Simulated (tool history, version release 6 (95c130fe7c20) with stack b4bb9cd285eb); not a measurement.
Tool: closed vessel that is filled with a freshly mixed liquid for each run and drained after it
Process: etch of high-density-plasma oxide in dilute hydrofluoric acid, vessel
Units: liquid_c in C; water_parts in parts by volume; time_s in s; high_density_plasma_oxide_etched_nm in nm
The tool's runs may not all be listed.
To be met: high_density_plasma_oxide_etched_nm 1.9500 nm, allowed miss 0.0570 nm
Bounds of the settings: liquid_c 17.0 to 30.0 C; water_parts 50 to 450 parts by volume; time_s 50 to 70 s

run,hour,liquid_c,water_parts,time_s,high_density_plasma_oxide_etched_nm
1,0.0,22.0,250,70,2.2359
2,2.8,21.5,250,70,2.1864
3,9.2,21.0,250,70,2.1395
4,12.3,21.0,250,50,1.4975
5,17.6,19.0,250,50,1.4083
6,18.8,19.5,250,50,1.4496
7,21.2,20.0,250,50,1.4771
8,26.7,20.5,250,50,1.5078
9,31.3,21.0,250,50,1.4934
10,35.3,21.5,250,50,1.5617
11,36.9,22.0,250,50,1.5654
12,41.1,22.5,250,50,1.6431

5 next moves are on the table. One of them brings every result within its allowed miss. Which?
A,45.3,21.5,230,60,?
B,45.3,22.0,230,60,?
C,45.3,22.5,275,50,?
D,45.3,22.0,275,70,?
E,45.3,22.5,265,70,?

move,high_density_plasma_oxide_etched_nm
A,2.0527
B,2.0913
C,1.4204
D,1.9530
E,2.0836
A: takes the result that was furthest off past its target
B: takes the result that was furthest off past its target
C: further off than the last run
D: meets every target
E: takes the result that was furthest off past its target
Answer: D

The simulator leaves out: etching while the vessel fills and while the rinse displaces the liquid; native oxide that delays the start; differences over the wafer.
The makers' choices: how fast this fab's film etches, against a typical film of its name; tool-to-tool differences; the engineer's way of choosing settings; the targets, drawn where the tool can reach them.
